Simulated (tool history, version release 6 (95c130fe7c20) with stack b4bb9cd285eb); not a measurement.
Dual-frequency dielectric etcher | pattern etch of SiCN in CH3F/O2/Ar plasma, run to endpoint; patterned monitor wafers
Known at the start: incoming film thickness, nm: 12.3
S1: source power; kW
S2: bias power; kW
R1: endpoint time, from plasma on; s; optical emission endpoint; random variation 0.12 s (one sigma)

Run 1, hour 0: S1 0.49 kW, S2 0.07 kW. Result: R1 31.029 s.
Run 2, hour 7.8: S1 0.47 kW, S2 0.068 kW. Result: R1 31.885 s.
Run 3, hour 15.8: S1 0.45 kW, S2 0.066 kW. Result: R1 32.655 s.
Run 4, hour 21.6: S1 0.43 kW, S2 0.064 kW. Result: R1 33.737 s.
Run 5, hour 22.8: S1 0.42 kW, S2 0.063 kW. Result: R1 34.332 s.
Run 6, hour 26.2: S1 0.41 kW, S2 0.063 kW. Result: R1 34.388 s.
Run 7, hour 27.5: S1 0.4 kW, S2 0.062 kW. Result: R1 35.217 s.

Forecast run 8:
Run 8, hour 29.2: S1 0.39 kW, S2 0.062 kW. Result: R1 ?.

R1: 35.409 s
